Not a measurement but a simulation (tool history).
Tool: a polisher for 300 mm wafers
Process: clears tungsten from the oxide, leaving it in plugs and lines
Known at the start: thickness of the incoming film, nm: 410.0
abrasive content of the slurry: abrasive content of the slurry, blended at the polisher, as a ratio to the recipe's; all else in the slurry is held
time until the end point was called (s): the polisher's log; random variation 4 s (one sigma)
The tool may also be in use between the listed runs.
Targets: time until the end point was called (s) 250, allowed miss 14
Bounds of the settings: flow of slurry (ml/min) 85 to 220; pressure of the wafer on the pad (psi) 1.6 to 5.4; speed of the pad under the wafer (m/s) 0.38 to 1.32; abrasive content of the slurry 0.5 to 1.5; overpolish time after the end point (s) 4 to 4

run    day  flow of slurry (ml/min)  pressure of the wafer on the pad (psi)  speed of the pad under the wafer (m/s)  abrasive content of the slurry  overpolish time after the end point (s)  time until the end point was called (s)
  1      0                      140                                     3.5                                    0.84                               1                                        4                                   112.92
  2  0.229                      140                                     3.3                                    0.82                               1                                        4                                   120.89
  3    0.3                      115                                     3.3                                    0.82                               1                                        4                                   127.98
  4   0.35                      115                                     3.3                                    0.82                               1                                        4                                   124.14
  5  0.704                      115                                     3.1                                     0.8                               1                                        4                                   137.32
  6  0.829                      115                                     3.1                                     0.8                               1                                        4                                   136.91
  7  1.121                      115                                     2.9                                    0.78                               1                                        4                                    155.7
  8  1.283                      115                                     2.8                                    0.78                               1                                        4                                   154.57
  9  1.467                      115                                     2.7                                    0.76                               1                                        4                                   161.75
 10  1.592                      115                                     2.6                                    0.74                               1                                        4                                    176.5
 11  1.754                      115                                     2.5                                    0.74                               1                                        4                                   186.65
 12  2.096                      115                                     2.4                                    0.74                               1                                        4                                   190.01
 13  2.312                      115                                     2.4                                    0.74                               1                                        4                                      192
 14  2.421                      115                                     2.3                                    0.74                               1                                        4                                   198.89
 15  2.725                      115                                     2.2                                    0.74                               1                                        4                                   212.02
 16  3.033                      115                                       2                                    0.74                               1                                        4                                    227.1

5 next moves are on the table. One of them brings every result within its allowed miss. Which?
  A  3.342                      115                                       2                                    0.86                             0.8                                        4                                        ?
  B  3.342                      115                                     1.7                                    0.86                             1.1                                        4                                        ?
  C  3.342                      125                                       2                                    0.74                            1.05                                        4                                        ?
  D  3.342                      140                                     2.1                                    0.74                            0.75                                        4                                        ?
  E  3.342                       95                                     2.2                                    0.62                            1.05                                        4                                        ?

move  time until the end point was called (s)
   A                                   210.28
   B                                   223.58
   C                                   218.02
   D                                   224.03
   E                                   250.75
A: further off than the last run
B: further off than the last run
C: further off than the last run
D: further off than the last run
E: meets every target
The right move is E.

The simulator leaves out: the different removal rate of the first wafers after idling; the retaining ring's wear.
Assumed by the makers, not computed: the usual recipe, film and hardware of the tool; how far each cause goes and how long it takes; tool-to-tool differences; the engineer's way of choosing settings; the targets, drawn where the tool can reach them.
